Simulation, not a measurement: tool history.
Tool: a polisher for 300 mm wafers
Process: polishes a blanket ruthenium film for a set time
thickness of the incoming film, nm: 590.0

run  hour  flow of slurry (ml/min)  pressure of the wafer on the pad (kPa)  speed of the pad under the wafer (cm/s)  polishing time (s)  film removed (nm)
  1   0.0                      280                                    19.3                                      102                  98             126.55
  2   0.7                      210                                    19.3                                      102                  98             125.62
  3   1.8                      210                                    20.0                                      102                  98             128.53
  4   5.2                      210                                    20.7                                      102                  98             131.96
  5  12.6                      210                                    20.7                                      102                 103             139.33
  6  16.4                      210                                    21.4                                      102                 103             143.88

Run 7 comes next. What will it give?
  7  17.1                      210                                    22.1                                      102                 103                  ?

{"run 7": {"film removed (nm)": 149.75}}
